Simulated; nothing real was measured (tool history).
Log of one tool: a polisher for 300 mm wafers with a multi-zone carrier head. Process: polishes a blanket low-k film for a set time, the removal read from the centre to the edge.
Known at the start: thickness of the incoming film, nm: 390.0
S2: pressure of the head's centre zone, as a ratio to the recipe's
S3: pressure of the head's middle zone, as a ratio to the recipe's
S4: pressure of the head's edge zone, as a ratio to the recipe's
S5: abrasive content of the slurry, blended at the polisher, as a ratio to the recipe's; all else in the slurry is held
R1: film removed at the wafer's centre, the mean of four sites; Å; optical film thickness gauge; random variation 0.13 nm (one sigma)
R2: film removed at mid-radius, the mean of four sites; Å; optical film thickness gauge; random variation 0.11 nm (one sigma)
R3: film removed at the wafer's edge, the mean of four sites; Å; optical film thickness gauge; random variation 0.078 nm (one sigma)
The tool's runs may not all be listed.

Run 1, hour 0: flow of slurry (ml/min) 250, S2 1, S3 1, S4 1, S5 1, polishing time (s) 40. Result: R1 148.12 Å, R2 149.85 Å, R3 149.87 Å.
Run 2, hour 3.2: flow of slurry (ml/min) 220, S2 1, S3 1, S4 1, S5 1, polishing time (s) 40. Result: R1 148.67 Å, R2 149.11 Å, R3 151.12 Å.
Run 3, hour 7.9: flow of slurry (ml/min) 220, S2 1, S3 1, S4 1, S5 1, polishing time (s) 47. Result: R1 171.47 Å, R2 174.73 Å, R3 178.25 Å.
Run 4, hour 14.9: flow of slurry (ml/min) 225, S2 0.97, S3 1.01, S4 0.98, S5 0.9, polishing time (s) 45. Result: R1 151.3 Å, R2 158.1 Å, R3 156.1 Å.
Run 5, hour 20.4: flow of slurry (ml/min) 220, S2 0.94, S3 1.02, S4 0.98, S5 0.85, polishing time (s) 44. Result: R1 136.42 Å, R2 150.69 Å, R3 148.68 Å.
Run 6, hour 24.1: flow of slurry (ml/min) 220, S2 0.98, S3 1.02, S4 0.98, S5 0.85, polishing time (s) 44. Result: R1 142.81 Å, R2 148.98 Å, R3 148.79 Å.
Run 7, hour 31.8: flow of slurry (ml/min) 220, S2 0.96, S3 1.03, S4 0.96, S5 0.8, polishing time (s) 44. Result: R1 137.24 Å, R2 146.34 Å, R3 141.08 Å.

Run 8 comes next. What will it give?
At hour 40.7: edge zone pressure recalibrated.
Run 8, hour 40.7: flow of slurry (ml/min) 170, S2 0.86, S3 1.04, S4 0.94, S5 0.55, polishing time (s) 40. Result: R1 ?, R2 ?, R3 ?.

R1: 77.309 Å
R2: 91.914 Å
R3: 87.016 Å

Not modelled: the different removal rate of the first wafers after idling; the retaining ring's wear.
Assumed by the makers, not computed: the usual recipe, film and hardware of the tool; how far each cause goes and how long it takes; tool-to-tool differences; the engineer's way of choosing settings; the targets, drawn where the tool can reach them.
